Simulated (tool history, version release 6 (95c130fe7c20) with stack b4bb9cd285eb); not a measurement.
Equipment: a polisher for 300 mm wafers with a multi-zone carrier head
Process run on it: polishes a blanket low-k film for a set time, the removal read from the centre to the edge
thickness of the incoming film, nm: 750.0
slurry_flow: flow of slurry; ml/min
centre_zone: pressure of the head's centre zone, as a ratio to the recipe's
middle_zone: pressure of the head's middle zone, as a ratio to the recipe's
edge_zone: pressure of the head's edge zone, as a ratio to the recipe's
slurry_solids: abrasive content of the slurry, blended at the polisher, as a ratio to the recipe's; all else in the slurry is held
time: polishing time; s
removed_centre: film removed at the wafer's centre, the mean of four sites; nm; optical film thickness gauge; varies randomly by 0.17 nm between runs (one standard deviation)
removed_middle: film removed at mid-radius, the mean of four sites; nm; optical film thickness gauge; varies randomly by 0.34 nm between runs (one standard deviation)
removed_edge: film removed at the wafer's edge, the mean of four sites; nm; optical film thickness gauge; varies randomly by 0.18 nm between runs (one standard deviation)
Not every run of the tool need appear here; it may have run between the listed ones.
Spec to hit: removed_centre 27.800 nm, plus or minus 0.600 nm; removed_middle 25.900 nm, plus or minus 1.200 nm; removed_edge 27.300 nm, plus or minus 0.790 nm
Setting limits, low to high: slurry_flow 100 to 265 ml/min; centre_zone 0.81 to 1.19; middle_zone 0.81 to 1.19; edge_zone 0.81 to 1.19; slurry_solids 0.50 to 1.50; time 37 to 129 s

run  hour  slurry_flow  centre_zone  middle_zone  edge_zone  slurry_solids  time  removed_centre  removed_middle  removed_edge
  1   0.0          170         1.00         1.00       1.00           1.00    83          38.687          38.451        38.349
  2   2.7          165         0.98         0.96       0.96           0.85    82          33.452          33.530        33.896
  3   4.8          165         0.98         0.96       0.96           0.85    70          28.481          29.027        29.241
  4  12.5          165         0.98         0.96       0.96           0.70    70          24.881          24.416        24.611
  5  17.2          165         0.94         0.96       0.96           0.70    70          23.672          24.178        25.233
  6  24.9          165         0.94         0.96       0.96           0.70    50          17.190          17.146        17.720
  7  28.8          160         0.97         0.96       0.99           0.85    50          20.398          19.960        20.768
  8  36.6          155         0.99         0.96       1.01           0.95    50          22.093          21.632        22.171
  9  43.4          170         1.00         0.95       1.03           1.00    50          23.352          22.461        23.444
 10  47.5          220         1.07         0.99       1.13           1.05    50          26.242          24.848        25.609
 11  54.1          225         1.08         0.99       1.15           1.05    50          26.361          24.786        25.836
 12  55.0          230         1.08         0.99       1.16           1.05    50          26.634          24.580        25.935
 13  63.8          235         1.08         0.99       1.17           1.05    50          26.889          24.469        25.618
 14  67.8          225         1.09         0.99       1.17           1.10    50          27.242          25.160        26.347

4 next moves are on the table. One of them brings every result within its allowed miss. Which?
  A  71.8          205         1.00         0.81       1.19           1.05    57               ?               ?             ?
  B  71.8          215         1.02         1.00       1.19           1.05    53               ?               ?             ?
  C  71.8          225         1.07         0.89       1.17           1.05    53               ?               ?             ?
  D  71.8          190         1.08         1.00       1.19           1.05    54               ?               ?             ?

move  removed_centre  removed_middle  removed_edge
   A          27.760          23.784        29.482
   B          26.452          26.487        27.459
   C          27.694          24.149        27.450
   D          27.823          26.575        27.667
A: carries the result that was furthest off beyond its target, to the other side
B: brings the result that was furthest off to its target, and leaves another outside
C: brings the result that was furthest off to its target, and leaves another outside
D: every result lands within tolerance
Go with D: it meets all targets.
